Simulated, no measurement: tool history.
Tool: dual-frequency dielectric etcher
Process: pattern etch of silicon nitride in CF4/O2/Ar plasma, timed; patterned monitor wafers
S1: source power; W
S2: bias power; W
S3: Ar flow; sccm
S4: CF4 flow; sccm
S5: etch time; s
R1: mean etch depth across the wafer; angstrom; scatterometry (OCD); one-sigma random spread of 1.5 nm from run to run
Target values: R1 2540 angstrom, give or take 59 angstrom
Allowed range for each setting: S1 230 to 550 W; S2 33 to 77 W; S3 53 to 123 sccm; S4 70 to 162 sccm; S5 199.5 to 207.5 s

run,hour,S1,S2,S3,S4,S5,R1
1,0,390,55,88,116,199.5,3537
2,5.3,350,55,88,116,199.5,3291.6
3,9.3,350,62,88,116,199.5,3517.8
4,18.2,350,62,77,116,199.5,3547.1
5,25.6,330,60,78,115,199.5,3352.3
6,30.8,330,65,78,115,199.5,3479.8
7,37.8,310,62,79,114,199.5,3305.9
8,39.9,290,59,80,113,199.5,3046.3
9,44.4,280,58,80,113,199.5,2954.7
10,50.7,270,57,80,113,199.5,2873.8
11,58.8,260,56,80,113,199.5,2747.2
12,66.1,250,56,80,113,199.5,2728.4
13,69.2,250,55,80,113,199.5,2692.5
14,70,240,54,80,113,199.5,2602.5

Exactly one of the 5 candidate moves below puts every result within its allowed miss. Which one?
A,70.8,250,52,71,110,203,?
B,70.8,230,52,68,106,199.5,?
C,70.8,250,55,86,110,201,?
D,70.8,240,56,76,108,203.5,?
E,70.8,240,61,88,107,199.5,?

move,R1
A,2676.7
B,2505.4
C,2651.4
D,2676.9
E,2676.1
A: moves away from the targets compared with the last run
B: in spec on every target
C: moves away from the targets compared with the last run
D: moves away from the targets compared with the last run
E: moves away from the targets compared with the last run
The move that meets every target is B.

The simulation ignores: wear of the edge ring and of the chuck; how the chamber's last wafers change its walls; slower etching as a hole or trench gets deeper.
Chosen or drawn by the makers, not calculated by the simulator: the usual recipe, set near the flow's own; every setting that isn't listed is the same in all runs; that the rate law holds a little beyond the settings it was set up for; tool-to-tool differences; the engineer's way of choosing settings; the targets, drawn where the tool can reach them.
